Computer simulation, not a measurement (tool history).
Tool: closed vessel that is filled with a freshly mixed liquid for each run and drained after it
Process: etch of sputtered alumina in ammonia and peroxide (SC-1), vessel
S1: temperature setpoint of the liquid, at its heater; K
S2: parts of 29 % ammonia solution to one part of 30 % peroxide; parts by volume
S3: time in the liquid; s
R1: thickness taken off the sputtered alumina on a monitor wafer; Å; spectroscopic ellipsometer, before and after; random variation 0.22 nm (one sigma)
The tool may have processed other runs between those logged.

run	hour	S1	S2	S3	R1
1	0	323.15	0.55	1555	998.8
2	0.8	322.15	0.55	1555	945.49
3	2.9	322.15	0.55	1555	939.68
4	10.9	321.15	0.55	1555	894.77
5	11.9	321.15	0.45	1555	873.01
6	17.5	321.15	0.45	1555	873.43
7	21.4	321.15	0.45	1555	875.65
8	25.2	320.15	0.45	1555	830.94

Run 9 has not been measured yet. What should we expect?
9	26.1	319.65	0.45	1555	?

R1: 804.3 Å

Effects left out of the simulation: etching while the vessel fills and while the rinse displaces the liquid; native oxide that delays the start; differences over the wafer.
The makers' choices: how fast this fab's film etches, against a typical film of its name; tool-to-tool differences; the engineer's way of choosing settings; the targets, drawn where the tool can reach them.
